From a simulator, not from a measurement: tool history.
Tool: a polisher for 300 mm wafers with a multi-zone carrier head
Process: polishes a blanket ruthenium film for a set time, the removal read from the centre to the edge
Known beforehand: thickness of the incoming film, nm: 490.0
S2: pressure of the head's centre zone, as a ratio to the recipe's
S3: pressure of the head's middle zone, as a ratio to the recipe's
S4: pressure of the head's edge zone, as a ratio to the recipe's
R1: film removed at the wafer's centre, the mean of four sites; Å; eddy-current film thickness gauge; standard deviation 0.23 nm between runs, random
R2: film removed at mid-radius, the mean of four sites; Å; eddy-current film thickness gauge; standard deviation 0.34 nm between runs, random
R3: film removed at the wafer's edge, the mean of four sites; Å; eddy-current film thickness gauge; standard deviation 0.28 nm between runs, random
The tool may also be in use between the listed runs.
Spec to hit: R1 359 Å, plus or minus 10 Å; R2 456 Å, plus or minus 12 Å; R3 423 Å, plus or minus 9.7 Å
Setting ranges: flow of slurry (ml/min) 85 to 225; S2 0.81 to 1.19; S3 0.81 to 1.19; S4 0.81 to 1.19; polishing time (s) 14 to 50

run 1 day=0 | flow_of_slurry_(ml/min)=145 S2=1 S3=1 S4=1 polishing_time_(s)=32 | R1=450.92 R2=445.54 R3=447.26
run 2 day=0.254 | flow_of_slurry_(ml/min)=135 S2=0.97 S3=1.02 S4=1 polishing_time_(s)=32 | R1=435.35 R2=439.89 R3=442.24
run 3 day=0.542 | flow_of_slurry_(ml/min)=130 S2=0.94 S3=1.06 S4=1 polishing_time_(s)=32 | R1=418.93 R2=463.71 R3=447.85
run 4 day=0.846 | flow_of_slurry_(ml/min)=125 S2=0.92 S3=1.07 S4=0.99 polishing_time_(s)=32 | R1=406.99 R2=459.86 R3=446.34
run 5 day=0.883 | flow_of_slurry_(ml/min)=120 S2=0.9 S3=1.08 S4=0.97 polishing_time_(s)=32 | R1=397.23 R2=459.37 R3=438.07
run 6 day=1.038 | flow_of_slurry_(ml/min)=115 S2=0.89 S3=1.09 S4=0.96 polishing_time_(s)=32 | R1=391.56 R2=457.2 R3=433.75
run 7 day=1.304 | flow_of_slurry_(ml/min)=110 S2=0.88 S3=1.1 S4=0.96 polishing_time_(s)=32 | R1=383.73 R2=468.02 R3=427.33
run 8 day=1.462 | flow_of_slurry_(ml/min)=105 S2=0.87 S3=1.1 S4=0.96 polishing_time_(s)=32 | R1=379.19 R2=460.9 R3=429.98

Of the 4 settings listed for the next run, only one would bring every result within its allowed miss of target. Which one?
run A day=1.621 | flow_of_slurry_(ml/min)=85 S2=0.88 S3=1.06 S4=0.85 polishing_time_(s)=35 | R1=? R2=? R3=?
run B day=1.621 | flow_of_slurry_(ml/min)=120 S2=0.94 S3=1.06 S4=0.96 polishing_time_(s)=32 | R1=? R2=? R3=?
run C day=1.621 | flow_of_slurry_(ml/min)=135 S2=0.83 S3=1.09 S4=0.96 polishing_time_(s)=31 | R1=? R2=? R3=?
run D day=1.621 | flow_of_slurry_(ml/min)=95 S2=0.93 S3=1.12 S4=0.96 polishing_time_(s)=33 | R1=? R2=? R3=?

move=A R1=396.8 R2=469.48 R3=439.86
move=B R1=413.68 R2=455.66 R3=436.54
move=C R1=363.88 R2=460.91 R3=428.42
move=D R1=403.66 R2=473.26 R3=437.45
A: lands further from the targets than the last run did
B: lands further from the targets than the last run did
C: all results in spec
D: lands further from the targets than the last run did
Answer: C
